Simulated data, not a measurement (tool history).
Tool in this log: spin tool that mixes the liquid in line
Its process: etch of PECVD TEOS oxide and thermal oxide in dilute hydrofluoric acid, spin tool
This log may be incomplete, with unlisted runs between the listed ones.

run	day	temperature setpoint of the liquid (°C)	parts of water to one part of 49 % hydrofluoric acid (parts by volume)	time under the liquid (s)	thickness taken off the PECVD TEOS oxide on a monitor wafer (nm)	thickness taken off the thermal oxide on a monitor wafer (nm)
1	0	25	95	180	20.766	9.5915
2	0.192	23.5	105	180	17.342	8.212
3	0.342	23.5	105	240	23.266	10.855
4	0.471	22.5	115	240	20.318	9.3594
5	0.675	22.5	130	240	17.813	8.2012
6	0.925	24.5	130	240	19.114	8.8514
7	1.233	23	135	240	17.189	7.9781

Run 8 is up next; what results do you expect?
8	1.417	21.5	140	240	?	?

thickness taken off the PECVD TEOS oxide on a monitor wafer (nm): 15.561
thickness taken off the thermal oxide on a monitor wafer (nm): 7.3649
